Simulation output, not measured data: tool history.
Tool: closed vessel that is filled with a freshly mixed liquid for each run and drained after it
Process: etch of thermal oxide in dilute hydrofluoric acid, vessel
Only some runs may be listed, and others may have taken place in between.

| run | day | temperature setpoint of the liquid (K) | parts of water to one part of 49 % hydrofluoric acid (parts by volume) | time in the liquid (s) | thickness taken off the thermal oxide on a monitor wafer (angstrom) |
|---|---|---|---|---|---|
| 1 | 0.000 | 296.15 | 210 | 205 | 37.440 |
| 2 | 0.325 | 296.15 | 210 | 205 | 37.790 |
| 3 | 0.379 | 296.15 | 270 | 205 | 27.559 |
| 4 | 0.492 | 297.65 | 250 | 205 | 31.976 |
| 5 | 0.754 | 299.15 | 235 | 205 | 36.048 |
| 6 | 0.979 | 300.15 | 220 | 205 | 41.384 |
| 7 | 1.083 | 301.15 | 210 | 205 | 44.971 |
| 8 | 1.404 | 301.65 | 200 | 205 | 48.738 |
| 9 | 1.683 | 301.65 | 200 | 205 | 48.769 |
| 10 | 1.954 | 302.15 | 195 | 205 | 50.909 |

Run 11, settings as shown, results not yet in. Your forecast:
| 11 | 2.083 | 304.15 | 175 | 205 | ? |

Logged for run 11: thickness taken off the thermal oxide on a monitor wafer (angstrom) 62.666.
